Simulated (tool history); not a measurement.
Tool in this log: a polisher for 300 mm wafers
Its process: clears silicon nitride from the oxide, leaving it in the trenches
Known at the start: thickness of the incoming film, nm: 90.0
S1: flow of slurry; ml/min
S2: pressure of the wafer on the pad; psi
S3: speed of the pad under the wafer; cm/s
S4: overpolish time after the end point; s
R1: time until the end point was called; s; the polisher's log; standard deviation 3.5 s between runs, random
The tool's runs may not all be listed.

run	day	S1	S2	S3	S4	R1
1	0.000	260	2.8	120	5	89.995
2	0.117	215	2.8	120	5	93.975
3	0.158	240	2.8	120	5	91.496
4	0.467	235	2.3	112	5	113.640
5	0.679	235	2.3	112	5	119.450
6	1.025	235	2.0	110	5	135.310

Run 7 comes next. What will it give?
7	1.338	235	2.0	110	5	?

Run 7 came out at R1 135.740 s.
